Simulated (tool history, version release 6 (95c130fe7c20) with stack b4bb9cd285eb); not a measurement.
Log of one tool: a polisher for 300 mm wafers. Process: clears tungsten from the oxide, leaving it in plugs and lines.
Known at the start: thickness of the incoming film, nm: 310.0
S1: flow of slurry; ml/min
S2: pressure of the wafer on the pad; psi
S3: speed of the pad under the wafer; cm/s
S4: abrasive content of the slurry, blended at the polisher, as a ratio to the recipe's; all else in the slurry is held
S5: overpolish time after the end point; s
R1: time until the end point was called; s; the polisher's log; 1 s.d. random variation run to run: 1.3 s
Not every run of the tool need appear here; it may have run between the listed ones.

run 1 hour=0.0 | S1=205 S2=3.3 S3=90 S4=1.0 S5=34 | R1=105.130
run 2 hour=5.7 | S1=205 S2=3.3 S3=90 S4=0.9 S5=34 | R1=109.460
run 3 hour=10.1 | S1=205 S2=3.4 S3=90 S4=0.9 S5=34 | R1=106.450
run 4 hour=15.2 | S1=205 S2=3.5 S3=90 S4=0.9 S5=34 | R1=102.840
run 5 hour=19.5 | S1=235 S2=3.5 S3=90 S4=0.9 S5=34 | R1=105.040
run 6 hour=28.5 | S1=235 S2=3.6 S3=90 S4=0.9 S5=34 | R1=104.210
run 7 hour=32.0 | S1=235 S2=3.7 S3=90 S4=0.9 S5=34 | R1=97.532
run 8 hour=34.3 | S1=235 S2=3.8 S3=90 S4=0.9 S5=34 | R1=95.353
run 9 hour=34.9 | S1=235 S2=3.9 S3=90 S4=0.9 S5=34 | R1=94.849
run 10 hour=41.0 | S1=235 S2=4.0 S3=90 S4=0.9 S5=34 | R1=93.100

What will run 11 give?
-- hour=42.1 worn pad replaced by a new one
run 11 hour=42.1 | S1=235 S2=4.1 S3=90 S4=0.9 S5=34 | R1=?

{"run 11": {"R1": 83.554}}
